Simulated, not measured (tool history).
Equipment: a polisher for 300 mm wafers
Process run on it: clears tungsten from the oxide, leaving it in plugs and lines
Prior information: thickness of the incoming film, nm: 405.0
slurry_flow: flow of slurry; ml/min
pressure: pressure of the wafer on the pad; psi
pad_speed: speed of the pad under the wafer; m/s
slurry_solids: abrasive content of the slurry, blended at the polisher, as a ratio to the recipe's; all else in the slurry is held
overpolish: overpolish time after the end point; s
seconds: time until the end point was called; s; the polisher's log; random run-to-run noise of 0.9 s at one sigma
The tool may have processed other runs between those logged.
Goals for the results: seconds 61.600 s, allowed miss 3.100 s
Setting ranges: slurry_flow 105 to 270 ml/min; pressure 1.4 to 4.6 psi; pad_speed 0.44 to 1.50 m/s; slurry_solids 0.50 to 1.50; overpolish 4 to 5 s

| run | hour | slurry_flow | pressure | pad_speed | slurry_solids | overpolish | seconds |
|---|---|---|---|---|---|---|---|
| 1 | 0.0 | 175 | 3.0 | 0.96 | 1.00 | 5 | 109.450 |
| 2 | 8.1 | 215 | 3.0 | 0.96 | 1.00 | 5 | 107.680 |
| 3 | 12.9 | 215 | 3.6 | 0.96 | 1.00 | 5 | 89.248 |
| 4 | 16.7 | 215 | 3.6 | 0.82 | 1.00 | 5 | 103.250 |
| 5 | 22.9 | 215 | 3.6 | 0.94 | 1.00 | 5 | 90.451 |
| 6 | 25.8 | 215 | 4.1 | 0.94 | 1.00 | 5 | 79.376 |
| 7 | 31.2 | 215 | 4.2 | 0.98 | 1.00 | 5 | 74.904 |
| 8 | 33.4 | 215 | 4.3 | 1.00 | 1.00 | 5 | 74.548 |
| 9 | 41.3 | 215 | 4.4 | 1.04 | 1.00 | 5 | 68.016 |
| 10 | 48.6 | 215 | 4.5 | 1.06 | 1.00 | 5 | 65.527 |
| 11 | 55.4 | 215 | 4.5 | 1.08 | 1.00 | 5 | 65.400 |

Which single option among these 5 for the next run brings every result within its allowed miss of target? Just one does.
| A | 62.2 | 245 | 4.6 | 0.88 | 1.15 | 4 | ? |
| B | 62.2 | 240 | 4.6 | 1.10 | 0.95 | 5 | ? |
| C | 62.2 | 225 | 4.2 | 1.00 | 1.20 | 5 | ? |
| D | 62.2 | 230 | 4.2 | 1.06 | 1.05 | 5 | ? |
| E | 62.2 | 230 | 4.6 | 0.94 | 1.25 | 5 | ? |

| move | seconds |
|---|---|
| A | 70.886 |
| B | 61.000 |
| C | 69.594 |
| D | 67.819 |
| E | 66.393 |
A: moves away from the targets compared with the last run
B: every result within its allowed miss
C: moves away from the targets compared with the last run
D: moves away from the targets compared with the last run
E: moves away from the targets compared with the last run
Answer: B

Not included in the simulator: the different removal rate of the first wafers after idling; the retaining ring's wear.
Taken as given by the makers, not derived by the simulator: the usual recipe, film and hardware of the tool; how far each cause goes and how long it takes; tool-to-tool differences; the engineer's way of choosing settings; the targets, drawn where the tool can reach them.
